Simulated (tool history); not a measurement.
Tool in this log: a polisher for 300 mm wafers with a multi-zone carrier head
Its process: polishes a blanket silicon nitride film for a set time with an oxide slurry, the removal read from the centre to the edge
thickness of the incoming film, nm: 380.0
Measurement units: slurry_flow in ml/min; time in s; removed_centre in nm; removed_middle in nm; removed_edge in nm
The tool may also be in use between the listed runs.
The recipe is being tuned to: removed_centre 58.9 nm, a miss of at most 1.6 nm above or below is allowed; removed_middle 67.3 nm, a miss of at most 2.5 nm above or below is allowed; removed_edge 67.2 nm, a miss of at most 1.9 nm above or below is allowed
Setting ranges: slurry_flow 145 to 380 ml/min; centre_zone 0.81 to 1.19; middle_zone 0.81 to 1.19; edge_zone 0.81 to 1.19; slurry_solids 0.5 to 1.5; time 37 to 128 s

| run | day | slurry_flow | centre_zone | middle_zone | edge_zone | slurry_solids | time | removed_centre | removed_middle | removed_edge |
|---|---|---|---|---|---|---|---|---|---|---|
| 1 | 0 | 245 | 1 | 1 | 1 | 1 | 82 | 45.991 | 49.737 | 51.271 |
| 2 | 0.067 | 255 | 1.01 | 1.03 | 1.04 | 1.1 | 82 | 49.318 | 54.577 | 55.332 |
| 3 | 0.367 | 265 | 1.02 | 1.05 | 1.08 | 1.15 | 82 | 51.599 | 57.135 | 58.625 |
| 4 | 0.571 | 310 | 1.02 | 1.05 | 1.08 | 1.15 | 82 | 52.449 | 57.606 | 58.667 |
|  | 0.667 | centre zone pressure recalibrated |
| 5 | 0.667 | 310 | 0.97 | 1.05 | 1.08 | 1.15 | 82 | 54.373 | 56.925 | 58.652 |
| 6 | 0.725 | 305 | 0.98 | 1.07 | 1.11 | 1.2 | 82 | 56.804 | 59.369 | 60.707 |
| 7 | 0.904 | 290 | 1.03 | 1.08 | 1.13 | 1.2 | 82 | 58.784 | 58.084 | 60.575 |
| 8 | 0.996 | 290 | 1 | 1.07 | 1.11 | 1.25 | 82 | 57.646 | 59.957 | 61.92 |
| 9 | 1.3 | 280 | 0.99 | 1.06 | 1.08 | 1.3 | 82 | 58.518 | 59.952 | 61.716 |
| 10 | 1.525 | 245 | 0.94 | 1.06 | 1.06 | 1.25 | 86 | 55.65 | 61.877 | 62.293 |
| 11 | 1.708 | 245 | 0.93 | 1.08 | 1.09 | 1.25 | 86 | 55.467 | 61.8 | 62.779 |

Exactly one of the 4 candidate moves below puts every result within its allowed miss. Which one?
| A | 1.892 | 320 | 1.05 | 1.17 | 0.97 | 1.4 | 75 | ? | ? | ? |
| B | 1.892 | 260 | 0.88 | 1.01 | 0.98 | 1.3 | 94 | ? | ? | ? |
| C | 1.892 | 170 | 0.84 | 1.04 | 1.14 | 1.15 | 106 | ? | ? | ? |
| D | 1.892 | 275 | 0.87 | 1.12 | 1.09 | 1.4 | 86 | ? | ? | ? |

| move | removed_centre | removed_middle | removed_edge |
|---|---|---|---|
| A | 59.746 | 61.792 | 55.664 |
| B | 59.138 | 67.539 | 66.807 |
| C | 55.648 | 68.196 | 72.797 |
| D | 55.68 | 68.056 | 66.791 |
A: moves away from the targets compared with the last run
B: all results in spec
C: takes the biggest miss from the last run beyond its target
D: puts the biggest miss on target and leaves a different result outside tolerance
B meets every target.
